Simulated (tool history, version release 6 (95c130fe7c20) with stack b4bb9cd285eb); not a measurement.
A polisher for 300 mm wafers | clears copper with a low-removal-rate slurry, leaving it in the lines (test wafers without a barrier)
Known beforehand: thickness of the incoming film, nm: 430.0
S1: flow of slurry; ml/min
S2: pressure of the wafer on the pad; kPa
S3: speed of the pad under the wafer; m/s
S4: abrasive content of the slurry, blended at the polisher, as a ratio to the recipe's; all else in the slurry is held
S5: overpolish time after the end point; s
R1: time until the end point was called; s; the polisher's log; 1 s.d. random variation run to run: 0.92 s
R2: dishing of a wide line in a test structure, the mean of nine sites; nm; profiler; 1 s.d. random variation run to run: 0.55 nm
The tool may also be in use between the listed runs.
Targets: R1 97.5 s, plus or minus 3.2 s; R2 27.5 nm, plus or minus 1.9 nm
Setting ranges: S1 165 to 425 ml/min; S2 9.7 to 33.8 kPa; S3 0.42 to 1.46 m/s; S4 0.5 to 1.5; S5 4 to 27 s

run 1 hour=0 | S1=275 S2=21.4 S3=0.94 S4=1 S5=14 | R1=134.39 R2=27.698
run 2 hour=5.5 | S1=275 S2=23.4 S3=0.94 S4=1 S5=12 | R1=126.76 R2=25.354
run 3 hour=12.8 | S1=275 S2=25.5 S3=0.94 S4=1 S5=11 | R1=120.58 R2=24.585
run 4 hour=20.6 | S1=275 S2=25.5 S3=0.94 S4=1.1 S5=11 | R1=117.44 R2=25.313
run 5 hour=22.7 | S1=275 S2=27.6 S3=0.94 S4=1.1 S5=11 | R1=112.17 R2=26.424
run 6 hour=23.8 | S1=275 S2=29 S3=0.94 S4=1.1 S5=11 | R1=107.16 R2=26.935
run 7 hour=30.1 | S1=275 S2=30.3 S3=0.94 S4=1.1 S5=11 | R1=105.53 R2=28.597
-- hour=39 head pressure recalibrated
run 8 hour=39 | S1=280 S2=31 S3=0.94 S4=1.1 S5=10 | R1=107.4 R2=24.669
run 9 hour=39.9 | S1=275 S2=31.7 S3=0.96 S4=1.1 S5=10 | R1=103.45 R2=26.64
run 10 hour=48.1 | S1=275 S2=32.4 S3=0.96 S4=1.1 S5=10 | R1=102.32 R2=26.723

Next run, 5 choices. One meets every target within its allowed miss, the rest don't. Which?
run A hour=56.3 | S1=290 S2=33.1 S3=1 S4=1.05 S5=8 | R1=? R2=?
run B hour=56.3 | S1=255 S2=33.8 S3=0.96 S4=1.25 S5=10 | R1=? R2=?
run C hour=56.3 | S1=300 S2=33.8 S3=1.02 S4=1.5 S5=9 | R1=? R2=?
run D hour=56.3 | S1=395 S2=25.5 S3=0.96 S4=1.25 S5=12 | R1=? R2=?
run E hour=56.3 | S1=240 S2=29.6 S3=1.22 S4=1.1 S5=9 | R1=? R2=?

move=A R1=96.307 R2=24.214
move=B R1=97.617 R2=28.466
move=C R1=88.136 R2=28.398
move=D R1=115.14 R2=28.683
move=E R1=87.255 R2=28.546
A: corrects the largest miss of the last run, while another result sits out of spec
B: every result lands within tolerance
C: takes the result that was furthest off past its target
D: further off than the last run
E: takes the result that was furthest off past its target
So the answer is move B, the one that meets all the targets.

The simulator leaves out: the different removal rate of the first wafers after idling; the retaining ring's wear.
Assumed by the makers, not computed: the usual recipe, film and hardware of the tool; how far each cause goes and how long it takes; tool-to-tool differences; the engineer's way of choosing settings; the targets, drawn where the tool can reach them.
